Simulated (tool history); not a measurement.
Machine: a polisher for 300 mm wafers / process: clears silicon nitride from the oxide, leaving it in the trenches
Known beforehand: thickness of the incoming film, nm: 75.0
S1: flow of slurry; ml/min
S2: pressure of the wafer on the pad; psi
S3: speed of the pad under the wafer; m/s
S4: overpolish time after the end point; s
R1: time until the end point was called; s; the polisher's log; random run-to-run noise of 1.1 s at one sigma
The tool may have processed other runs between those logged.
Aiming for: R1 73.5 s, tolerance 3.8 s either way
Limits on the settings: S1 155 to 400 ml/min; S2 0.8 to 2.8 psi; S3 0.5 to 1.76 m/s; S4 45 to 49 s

run  hour   S1   S2    S3  S4      R1
  1     0  255  1.8  1.12  45  128.62
  2   6.6  255    2  1.14  45  113.45
  3   8.2  255    2   1.4  45  94.758
  4  11.8  255    2   1.5  45   91.38
  5  17.3  255  2.1   1.5  45    86.5
  6  23.8  255  1.7   1.5  45  106.54
  7  32.6  255  1.8  1.52  45  97.647
  8  33.8  255  1.9  1.52  45  93.996
  9  39.7  255    2  1.52  45  90.648

5 candidate next runs follow, results not yet known. Just one meets every target within its allowed miss. Identify it.
  A  45.6  265  1.9  1.42  49   ?
  B  45.6  250  1.9  1.42  49   ?
  C  45.6  270  2.1  1.76  49   ?
  D  45.6  270  1.7   1.4  45   ?
  E  45.6  255    2  1.16  48   ?

move      R1
   A  100.45
   B  101.12
   C  74.776
   D  113.11
   E     115
A: lands further from the targets than the last run did
B: lands further from the targets than the last run did
C: each result inside its tolerance
D: lands further from the targets than the last run did
E: lands further from the targets than the last run did
Move C is the one to make.

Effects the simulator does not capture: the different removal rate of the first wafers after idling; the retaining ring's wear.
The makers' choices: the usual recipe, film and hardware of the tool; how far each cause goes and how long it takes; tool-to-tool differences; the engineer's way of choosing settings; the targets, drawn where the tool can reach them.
